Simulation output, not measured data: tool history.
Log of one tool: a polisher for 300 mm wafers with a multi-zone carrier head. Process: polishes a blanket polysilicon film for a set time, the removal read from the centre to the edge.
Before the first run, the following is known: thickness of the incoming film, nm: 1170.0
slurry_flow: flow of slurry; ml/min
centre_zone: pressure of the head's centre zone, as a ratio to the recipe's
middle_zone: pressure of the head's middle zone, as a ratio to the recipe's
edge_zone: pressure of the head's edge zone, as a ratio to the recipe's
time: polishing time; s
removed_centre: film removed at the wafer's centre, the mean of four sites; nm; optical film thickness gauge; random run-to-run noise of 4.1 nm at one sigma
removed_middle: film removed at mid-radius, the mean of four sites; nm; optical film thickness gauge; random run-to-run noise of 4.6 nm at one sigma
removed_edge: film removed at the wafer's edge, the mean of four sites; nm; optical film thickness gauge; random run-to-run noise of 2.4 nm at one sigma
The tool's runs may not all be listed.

| run | hour | slurry_flow | centre_zone | middle_zone | edge_zone | time | removed_centre | removed_middle | removed_edge |
|---|---|---|---|---|---|---|---|---|---|
| 1 | 0.0 | 165 | 1.00 | 1.00 | 1.00 | 36 | 428.93 | 421.26 | 435.19 |
| 2 | 4.6 | 155 | 0.99 | 0.96 | 0.98 | 35 | 421.86 | 398.96 | 421.58 |
| 3 | 10.3 | 150 | 0.98 | 0.93 | 0.98 | 34 | 402.36 | 364.76 | 402.69 |
| 4 | 16.3 | 150 | 0.98 | 0.99 | 0.98 | 34 | 403.67 | 407.07 | 407.07 |
| 5 | 24.7 | 150 | 0.97 | 0.96 | 0.98 | 33 | 384.97 | 368.15 | 398.58 |
| 6 | 29.0 | 150 | 0.97 | 0.96 | 0.91 | 33 | 387.54 | 385.37 | 382.92 |
| 7 | 34.5 | 145 | 0.96 | 0.93 | 0.91 | 33 | 379.87 | 364.62 | 378.60 |
| 8 | 39.0 | 140 | 0.95 | 0.91 | 0.91 | 33 | 375.01 | 360.88 | 381.64 |
| 9 | 45.0 | 140 | 0.95 | 0.91 | 0.91 | 33 | 380.72 | 342.64 | 379.85 |
| 10 | 45.7 | 135 | 0.94 | 0.90 | 0.91 | 33 | 369.56 | 341.52 | 378.33 |

Run 11 has not been measured yet. What should we expect?
| 11 | 49.2 | 130 | 0.94 | 0.89 | 0.91 | 33 | ? | ? | ? |

removed_centre: 362.44 nm
removed_middle: 344.46 nm
removed_edge: 377.63 nm

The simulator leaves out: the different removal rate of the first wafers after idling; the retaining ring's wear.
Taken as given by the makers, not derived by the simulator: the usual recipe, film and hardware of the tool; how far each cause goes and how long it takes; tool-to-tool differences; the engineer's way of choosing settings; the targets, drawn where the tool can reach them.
